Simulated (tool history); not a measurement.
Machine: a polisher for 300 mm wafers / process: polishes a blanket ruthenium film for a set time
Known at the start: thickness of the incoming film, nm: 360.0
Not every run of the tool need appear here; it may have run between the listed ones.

run,day,flow of slurry (ml/min),pressure of the wafer on the pad (kPa),speed of the pad under the wafer (cm/s),polishing time (s),film removed (Å)
1,0,250,11.7,124,20,233.69
2,0.096,210,11.7,124,20,230.93
3,0.296,210,11.7,106,20,203.41
4,0.504,210,13.8,106,20,234.47
5,0.588,170,13.8,106,20,233.34
6,0.788,170,14.5,108,20,241.87
7,0.967,170,15.2,110,20,257.43
8,1.1,170,15.9,112,20,273.07
9,1.325,170,16.5,114,20,282.79
10,1.575,170,17.2,118,20,311.61
11,1.854,170,17.9,120,20,325.37

Run 12 has not been measured yet. What should we expect?
12,2.179,170,17.9,122,20,?

{"run 12": {"film removed (Å)": 326.23}}
